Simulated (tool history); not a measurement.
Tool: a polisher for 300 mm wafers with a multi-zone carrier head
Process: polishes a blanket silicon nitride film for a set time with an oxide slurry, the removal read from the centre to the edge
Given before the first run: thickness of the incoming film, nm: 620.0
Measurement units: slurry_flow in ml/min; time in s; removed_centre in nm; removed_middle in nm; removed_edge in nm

run  hour  slurry_flow  centre_zone  middle_zone  edge_zone  slurry_solids  time  removed_centre  removed_middle  removed_edge
  1   0.0          150         1.00         1.00       1.00           1.00    39          46.224          46.216        46.243
  2   7.1          150         1.00         1.07       1.00           1.00    39          47.446          48.541        46.351
  3  12.7          145         0.99         1.05       0.99           0.95    39          44.202          46.725        45.133
  4  19.0          145         0.99         1.04       0.98           0.90    39          43.319          44.508        43.445
  5  27.7          145         0.99         0.98       0.98           0.90    39          43.407          41.996        43.375
  6  34.4          170         0.99         0.98       0.98           0.90    39          45.075          43.803        44.760
  7  36.8          165         0.98         0.98       0.96           0.85    39          42.354          42.275        42.594
  8  41.8          160         0.97         0.97       0.95           0.85    39          43.270          41.476        42.410
  9  47.5          160         0.97         0.97       0.95           0.85    39          41.890          41.768        42.499
 10  51.2          155         0.96         0.97       0.94           0.80    39          40.548          40.021        40.136
 11  54.0          150         0.94         0.96       0.94           0.80    39          39.361          38.924        40.394
 12  60.6          150         0.94         0.96       0.94           0.80    39          39.015          39.028        40.224

What does the tool deliver on the next run?
 13  69.3          145         0.93         0.96       0.93           0.80    39               ?               ?             ?

removed_centre: 38.355 nm
removed_middle: 39.543 nm
removed_edge: 40.362 nm
